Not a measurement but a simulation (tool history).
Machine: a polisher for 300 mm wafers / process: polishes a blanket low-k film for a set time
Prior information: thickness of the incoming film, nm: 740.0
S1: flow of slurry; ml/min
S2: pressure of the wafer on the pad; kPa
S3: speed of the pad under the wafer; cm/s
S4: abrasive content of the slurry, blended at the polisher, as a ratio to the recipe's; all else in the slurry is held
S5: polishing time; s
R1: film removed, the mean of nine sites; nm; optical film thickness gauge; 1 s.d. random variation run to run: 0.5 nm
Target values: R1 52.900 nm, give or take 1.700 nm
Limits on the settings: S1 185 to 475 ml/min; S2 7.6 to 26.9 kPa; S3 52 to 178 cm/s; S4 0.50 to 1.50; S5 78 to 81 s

{"run": 1, "hour": 0.0, "S1": 305, "S2": 17.2, "S3": 114, "S4": 1.0, "S5": 78, "R1": 45.318}
{"run": 2, "hour": 6.6, "S1": 245, "S2": 17.2, "S3": 114, "S4": 1.0, "S5": 78, "R1": 45.037}
{"run": 3, "hour": 8.1, "S1": 245, "S2": 17.2, "S3": 114, "S4": 0.85, "S5": 78, "R1": 43.219}
{"run": 4, "hour": 12.7, "S1": 245, "S2": 17.2, "S3": 90, "S4": 0.85, "S5": 78, "R1": 35.318}
{"run": 5, "hour": 16.8, "S1": 245, "S2": 18.6, "S3": 90, "S4": 0.85, "S5": 78, "R1": 37.832}
{"run": 6, "hour": 25.5, "S1": 245, "S2": 20.0, "S3": 90, "S4": 0.85, "S5": 78, "R1": 41.229}
{"run": 7, "hour": 29.9, "S1": 245, "S2": 20.7, "S3": 90, "S4": 0.85, "S5": 78, "R1": 41.881}
{"run": 8, "hour": 37.3, "S1": 245, "S2": 21.4, "S3": 90, "S4": 0.85, "S5": 78, "R1": 42.112}
{"run": 9, "hour": 38.8, "S1": 245, "S2": 22.8, "S3": 90, "S4": 0.85, "S5": 78, "R1": 44.864}

Next run, 4 choices. One meets every target within its allowed miss, the rest don't. Which?
{"run": "A", "hour": 40.3, "S1": 315, "S2": 24.1, "S3": 66, "S4": 0.75, "S5": 81, "R1": "?"}
{"run": "B", "hour": 40.3, "S1": 230, "S2": 24.1, "S3": 104, "S4": 0.8, "S5": 80, "R1": "?"}
{"run": "C", "hour": 40.3, "S1": 235, "S2": 20.7, "S3": 74, "S4": 0.85, "S5": 78, "R1": "?"}
{"run": "D", "hour": 40.3, "S1": 235, "S2": 22.1, "S3": 102, "S4": 0.85, "S5": 79, "R1": "?"}

move=A R1=38.417
move=B R1=52.728
move=C R1=36.190
move=D R1=48.758
A: moves away from the targets compared with the last run
B: every result lands within tolerance
C: moves away from the targets compared with the last run
D: nearer the targets than the last run, but a result is still out of spec
Answer: B

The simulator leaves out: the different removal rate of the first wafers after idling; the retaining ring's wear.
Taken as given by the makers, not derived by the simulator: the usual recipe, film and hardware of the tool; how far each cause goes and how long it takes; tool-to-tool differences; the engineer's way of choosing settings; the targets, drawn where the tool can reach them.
